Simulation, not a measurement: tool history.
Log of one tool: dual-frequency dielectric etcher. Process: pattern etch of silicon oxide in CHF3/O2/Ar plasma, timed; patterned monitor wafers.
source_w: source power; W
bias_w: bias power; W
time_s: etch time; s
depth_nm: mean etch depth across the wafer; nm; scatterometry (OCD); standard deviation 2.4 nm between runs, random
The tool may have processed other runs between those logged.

{"run": 1, "hour": 0.0, "source_w": 690, "bias_w": 205, "time_s": 382.5, "depth_nm": 867.71}
{"run": 2, "hour": 4.2, "source_w": 690, "bias_w": 174, "time_s": 382.5, "depth_nm": 825.77}
{"run": 3, "hour": 8.7, "source_w": 750, "bias_w": 190, "time_s": 385, "depth_nm": 894.54}
{"run": 4, "hour": 10.3, "source_w": 830, "bias_w": 190, "time_s": 385, "depth_nm": 949.67}
{"run": 5, "hour": 11.6, "source_w": 830, "bias_w": 174, "time_s": 385, "depth_nm": 925.49}
{"run": 6, "hour": 20.2, "source_w": 830, "bias_w": 204, "time_s": 385, "depth_nm": 969.66}

Run 7 comes next. What will it give?
{"run": 7, "hour": 27.6, "source_w": 860, "bias_w": 205, "time_s": 385, "depth_nm": "?"}

Run 7 came out at depth_nm 988.59 nm.
